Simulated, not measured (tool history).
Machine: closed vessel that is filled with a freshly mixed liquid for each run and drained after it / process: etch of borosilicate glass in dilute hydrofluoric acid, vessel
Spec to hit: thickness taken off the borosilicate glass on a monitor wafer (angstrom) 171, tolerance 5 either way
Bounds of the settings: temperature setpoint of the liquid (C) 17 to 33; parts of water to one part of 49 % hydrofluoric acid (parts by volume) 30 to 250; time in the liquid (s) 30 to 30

run    day  temperature setpoint of the liquid (C)  parts of water to one part of 49 % hydrofluoric acid (parts by volume)  time in the liquid (s)  thickness taken off the borosilicate glass on a monitor wafer (angstrom)
  1      0                                      25                                                                     140                      30                                                                    81.406
  2  0.117                                      25                                                                     105                      30                                                                    112.74
  3  0.204                                    21.5                                                                     105                      30                                                                    97.629
  4  0.558                                      24                                                                     100                      30                                                                    114.13
  5  0.708                                      26                                                                     100                      30                                                                    123.77
  6  0.788                                    27.5                                                                     100                      30                                                                    131.72
  7  1.133                                    28.5                                                                     100                      30                                                                     136.4
  8  1.479                                    29.5                                                                     100                      30                                                                    142.85
  9  1.712                                    30.5                                                                     100                      30                                                                    147.67
 10  1.833                                      31                                                                     100                      30                                                                    148.84
 11  1.954                                    31.5                                                                     100                      30                                                                     152.9
 12    2.3                                      32                                                                     100                      30                                                                     155.4

Exactly one of the 5 candidate moves below puts every result within its allowed miss. Which one?
  A  2.646                                    31.5                                                                      85                      30                                                                         ?
  B  2.646                                      33                                                                      90                      30                                                                         ?
  C  2.646                                      33                                                                      95                      30                                                                         ?
  D  2.646                                      31                                                                      85                      30                                                                         ?
  E  2.646                                      32                                                                      85                      30                                                                         ?

move  thickness taken off the borosilicate glass on a monitor wafer (angstrom)
   A                                                                    183.26
   B                                                                    181.61
   C                                                                    170.74
   D                                                                    179.85
   E                                                                    186.72
A: pushes the last run's worst result past its target
B: pushes the last run's worst result past its target
C: in spec on every target
D: pushes the last run's worst result past its target
E: pushes the last run's worst result past its target
Move C is the one to make.

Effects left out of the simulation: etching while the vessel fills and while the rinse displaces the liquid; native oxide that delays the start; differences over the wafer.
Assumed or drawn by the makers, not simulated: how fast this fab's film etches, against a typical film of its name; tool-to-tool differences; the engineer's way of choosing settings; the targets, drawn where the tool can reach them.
